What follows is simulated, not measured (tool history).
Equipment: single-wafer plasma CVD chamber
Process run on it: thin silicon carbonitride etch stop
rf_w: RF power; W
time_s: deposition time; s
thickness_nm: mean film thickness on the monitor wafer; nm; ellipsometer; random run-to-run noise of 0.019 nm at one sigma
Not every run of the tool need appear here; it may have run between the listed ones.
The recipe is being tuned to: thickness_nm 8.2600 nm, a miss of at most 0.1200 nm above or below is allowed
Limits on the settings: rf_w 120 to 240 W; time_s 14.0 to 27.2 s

| run | hour | rf_w | time_s | thickness_nm |
|---|---|---|---|---|
| 1 | 0.0 | 180 | 20.6 | 11.4200 |
| 2 | 4.8 | 200 | 20.6 | 11.6910 |
| 3 | 10.4 | 185 | 18.9 | 10.5300 |
| 4 | 15.6 | 170 | 17.8 | 9.7177 |
| 5 | 19.3 | 160 | 17.2 | 9.2558 |
| 6 | 24.4 | 185 | 17.2 | 9.5859 |
| 7 | 30.3 | 185 | 17.2 | 9.5857 |
| 8 | 38.2 | 170 | 16.7 | 9.0800 |
| 9 | 41.0 | 170 | 16.7 | 9.0995 |
| 10 | 47.5 | 160 | 16.5 | 8.8717 |
| 11 | 55.3 | 150 | 16.4 | 8.6750 |
| 12 | 59.1 | 145 | 16.3 | 8.5548 |
| 13 | 67.0 | 140 | 16.3 | 8.4488 |
| 14 | 74.0 | 135 | 16.3 | 8.3941 |

Below are 5 possible settings for the next run. Only one of them brings all results inside the allowed miss of their targets. Which is it?
| A | 81.0 | 125 | 17.0 | ? |
| B | 81.0 | 130 | 16.6 | ? |
| C | 81.0 | 135 | 16.8 | ? |
| D | 81.0 | 150 | 16.3 | ? |
| E | 81.0 | 165 | 15.3 | ? |

| move | thickness_nm |
|---|---|
| A | 8.5814 |
| B | 8.4592 |
| C | 8.6401 |
| D | 8.6035 |
| E | 8.2710 |
A: moves away from the targets compared with the last run
B: moves away from the targets compared with the last run
C: moves away from the targets compared with the last run
D: moves away from the targets compared with the last run
E: all results in spec
E meets every target.
